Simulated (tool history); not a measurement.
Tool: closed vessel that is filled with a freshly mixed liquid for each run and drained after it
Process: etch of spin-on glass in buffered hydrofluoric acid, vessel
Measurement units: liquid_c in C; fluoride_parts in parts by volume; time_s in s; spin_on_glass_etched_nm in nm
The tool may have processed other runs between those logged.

run,hour,liquid_c,fluoride_parts,time_s,spin_on_glass_etched_nm
1,0,24,18,30,64.268
2,2.6,26.5,15.5,30,85.518
3,11.7,25,15.5,30,79.391
4,20.7,22.5,15.5,30,69.354
5,23.8,25.5,14,30,89.932
6,32.7,27.5,13,30,105.91
7,34.9,29,12,30,125.79

Forecast run 8:
8,44,30,12,30,?

{"run 8": {"spin_on_glass_etched_nm": 133.63}}

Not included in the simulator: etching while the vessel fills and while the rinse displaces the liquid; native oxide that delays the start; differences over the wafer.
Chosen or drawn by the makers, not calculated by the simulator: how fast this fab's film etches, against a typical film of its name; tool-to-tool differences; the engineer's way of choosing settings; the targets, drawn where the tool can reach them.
